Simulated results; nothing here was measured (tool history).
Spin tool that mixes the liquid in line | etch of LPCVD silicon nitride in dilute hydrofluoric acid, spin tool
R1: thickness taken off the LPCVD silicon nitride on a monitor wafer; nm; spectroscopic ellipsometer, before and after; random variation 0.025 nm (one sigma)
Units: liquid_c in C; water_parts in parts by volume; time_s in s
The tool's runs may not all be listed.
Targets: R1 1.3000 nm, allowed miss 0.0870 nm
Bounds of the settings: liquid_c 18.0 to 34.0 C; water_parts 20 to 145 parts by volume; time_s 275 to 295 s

{"run": 1, "day": 0.0, "liquid_c": 26.0, "water_parts": 80, "time_s": 275, "R1": 1.9799}
{"run": 2, "day": 0.296, "liquid_c": 25.0, "water_parts": 80, "time_s": 275, "R1": 1.8492}
{"run": 3, "day": 0.375, "liquid_c": 27.0, "water_parts": 80, "time_s": 275, "R1": 2.1215}
{"run": 4, "day": 0.583, "liquid_c": 27.0, "water_parts": 80, "time_s": 295, "R1": 2.2196}
{"run": 5, "day": 0.775, "liquid_c": 25.5, "water_parts": 85, "time_s": 295, "R1": 1.9208}
{"run": 6, "day": 0.833, "liquid_c": 25.5, "water_parts": 65, "time_s": 295, "R1": 2.5441}
{"run": 7, "day": 1.05, "liquid_c": 24.0, "water_parts": 70, "time_s": 295, "R1": 2.0994}
{"day": 1.233, "done": "hydrofluoric acid flow meter replaced"}
{"run": 8, "day": 1.233, "liquid_c": 24.0, "water_parts": 70, "time_s": 295, "R1": 2.2666}
{"run": 9, "day": 1.383, "liquid_c": 23.0, "water_parts": 75, "time_s": 295, "R1": 1.9545}
{"run": 10, "day": 1.442, "liquid_c": 22.0, "water_parts": 80, "time_s": 295, "R1": 1.7551}
{"run": 11, "day": 1.733, "liquid_c": 21.5, "water_parts": 80, "time_s": 295, "R1": 1.6747}

Which of these 4 next moves meets every target?
{"run": "A", "day": 2.025, "liquid_c": 18.0, "water_parts": 65, "time_s": 285, "R1": "?"}
{"run": "B", "day": 2.025, "liquid_c": 21.0, "water_parts": 90, "time_s": 275, "R1": "?"}
{"run": "C", "day": 2.025, "liquid_c": 18.0, "water_parts": 85, "time_s": 275, "R1": "?"}
{"run": "D", "day": 2.025, "liquid_c": 18.0, "water_parts": 90, "time_s": 275, "R1": "?"}

move=A R1=1.5368
move=B R1=1.3280
move=C R1=1.1427
move=D R1=1.0809
A: nearer than the last run, and not there yet
B: meets every target
C: takes the result that was furthest off past its target
D: takes the result that was furthest off past its target
Answer: B

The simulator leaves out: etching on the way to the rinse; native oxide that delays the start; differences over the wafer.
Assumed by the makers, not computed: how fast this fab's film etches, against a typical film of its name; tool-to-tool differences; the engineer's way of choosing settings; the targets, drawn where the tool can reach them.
